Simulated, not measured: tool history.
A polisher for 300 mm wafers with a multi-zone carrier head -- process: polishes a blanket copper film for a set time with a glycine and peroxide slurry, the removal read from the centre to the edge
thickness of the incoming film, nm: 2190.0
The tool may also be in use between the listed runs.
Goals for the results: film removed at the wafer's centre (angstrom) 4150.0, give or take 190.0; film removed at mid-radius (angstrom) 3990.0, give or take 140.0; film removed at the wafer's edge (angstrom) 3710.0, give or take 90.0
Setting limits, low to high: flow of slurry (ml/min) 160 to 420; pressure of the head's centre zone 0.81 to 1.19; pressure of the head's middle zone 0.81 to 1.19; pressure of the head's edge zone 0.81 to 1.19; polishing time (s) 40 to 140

| run | hour | flow of slurry (ml/min) | pressure of the head's centre zone | pressure of the head's middle zone | pressure of the head's edge zone | polishing time (s) | film removed at the wafer's centre (angstrom) | film removed at mid-radius (angstrom) | film removed at the wafer's edge (angstrom) |
|---|---|---|---|---|---|---|---|---|---|
| 1 | 0.0 | 270 | 1.00 | 1.00 | 1.00 | 90 | 5650.5 | 5894.2 | 5791.1 |
| 2 | 7.6 | 270 | 1.01 | 0.99 | 0.96 | 81 | 5270.1 | 5327.9 | 5128.7 |
| 3 | 11.9 | 265 | 1.01 | 0.98 | 0.93 | 75 | 4929.6 | 4845.5 | 4640.2 |
| 4 | 16.9 | 260 | 1.00 | 0.97 | 0.90 | 72 | 4574.8 | 4607.7 | 4437.2 |
| 5 | 17.6 | 260 | 1.00 | 0.97 | 0.90 | 63 | 4080.2 | 4023.0 | 3846.9 |
| 6 | 18.2 | 260 | 1.00 | 1.05 | 0.90 | 63 | 4049.8 | 4304.8 | 3827.6 |
| 7 | 19.6 | 250 | 1.01 | 1.03 | 0.89 | 63 | 4059.4 | 4225.9 | 3800.2 |
| 8 | 24.3 | 245 | 1.02 | 1.02 | 0.88 | 63 | 4119.0 | 4138.5 | 3733.5 |

Below are 5 possible settings for the next run. Only one of them brings all results inside the allowed miss of their targets. Which is it?
| A | 29.0 | 260 | 0.89 | 0.95 | 0.92 | 64 | ? | ? | ? |
| B | 29.0 | 240 | 1.05 | 0.99 | 0.87 | 63 | ? | ? | ? |
| C | 29.0 | 235 | 0.89 | 1.06 | 0.94 | 65 | ? | ? | ? |
| D | 29.0 | 225 | 1.00 | 1.11 | 0.84 | 65 | ? | ? | ? |
| E | 29.0 | 220 | 0.93 | 1.02 | 0.92 | 66 | ? | ? | ? |

| move | film removed at the wafer's centre (angstrom) | film removed at mid-radius (angstrom) | film removed at the wafer's edge (angstrom) |
|---|---|---|---|
| A | 3544.6 | 3972.2 | 3956.9 |
| B | 4075.4 | 4002.5 | 3764.7 |
| C | 3549.6 | 4366.1 | 4012.2 |
| D | 3965.7 | 4511.0 | 3791.0 |
| E | 3726.3 | 4248.6 | 4006.2 |
A: brings the last run's worst result on target, with another outside its allowed miss
B: every result within its allowed miss
C: misses by more than the last run did
D: misses by more than the last run did
E: misses by more than the last run did
Go with B: it meets all targets.

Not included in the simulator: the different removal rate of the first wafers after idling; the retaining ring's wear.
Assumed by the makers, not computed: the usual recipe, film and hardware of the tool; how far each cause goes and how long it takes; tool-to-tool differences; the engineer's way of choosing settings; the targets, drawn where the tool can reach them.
